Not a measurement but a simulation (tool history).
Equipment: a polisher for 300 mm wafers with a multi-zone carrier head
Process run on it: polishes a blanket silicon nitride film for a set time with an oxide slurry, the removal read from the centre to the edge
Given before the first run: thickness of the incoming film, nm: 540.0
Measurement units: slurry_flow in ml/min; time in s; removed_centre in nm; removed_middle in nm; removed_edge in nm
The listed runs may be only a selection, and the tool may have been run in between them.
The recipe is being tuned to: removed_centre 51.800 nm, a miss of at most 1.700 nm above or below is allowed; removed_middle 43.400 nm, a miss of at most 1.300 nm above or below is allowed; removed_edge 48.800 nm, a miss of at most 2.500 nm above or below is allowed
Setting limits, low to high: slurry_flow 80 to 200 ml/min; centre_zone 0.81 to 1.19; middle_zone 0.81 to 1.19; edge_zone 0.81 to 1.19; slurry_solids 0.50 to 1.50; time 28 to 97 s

run	hour	slurry_flow	centre_zone	middle_zone	edge_zone	slurry_solids	time	removed_centre	removed_middle	removed_edge
1	0.0	130	1.00	1.00	1.00	1.00	62	42.527	43.764	42.236
2	8.9	130	1.00	1.00	0.94	1.00	62	43.266	43.232	41.199
3	11.0	135	1.01	0.98	0.95	1.00	62	43.405	42.444	42.162
4	15.5	140	1.02	0.97	0.96	1.00	62	45.032	42.454	41.246
5	18.6	140	1.02	0.93	0.96	1.00	62	44.411	41.018	42.554
6	20.8	120	1.02	0.93	0.96	1.00	62	42.422	40.256	40.484
7	29.0	125	1.02	0.93	0.97	1.00	62	43.748	40.760	42.518
8	36.9	160	1.07	0.90	1.00	1.00	62	47.188	40.461	43.305
9	45.3	160	1.07	0.90	1.01	1.00	62	47.162	39.670	44.354
10	47.6	160	1.07	0.90	1.02	1.00	62	47.632	41.328	44.181
11	54.8	185	1.07	0.82	1.12	1.10	62	50.784	40.411	49.089

Exercise: of the 5 proposed moves below, exactly one satisfies all targets within the stated allowed misses. Which move is it?
A	62.0	185	1.10	0.83	1.18	1.10	61	?	?	?
B	62.0	200	1.08	0.89	1.09	1.25	59	?	?	?
C	62.0	200	1.02	1.01	1.08	1.10	59	?	?	?
D	62.0	180	1.08	0.82	1.19	1.10	62	?	?	?
E	62.0	180	1.03	0.81	1.09	1.40	57	?	?	?

move	removed_centre	removed_middle	removed_edge
A	51.113	39.885	49.183
B	52.115	43.819	48.807
C	46.353	45.870	45.659
D	50.807	40.011	50.097
E	49.649	40.623	49.093
A: its largest miss is bigger than the last run's
B: all results in spec
C: pushes the last run's worst result past its target
D: its largest miss is bigger than the last run's
E: moves toward the targets from the last run without getting all of them in spec
B is the move that brings every result within its allowed miss.
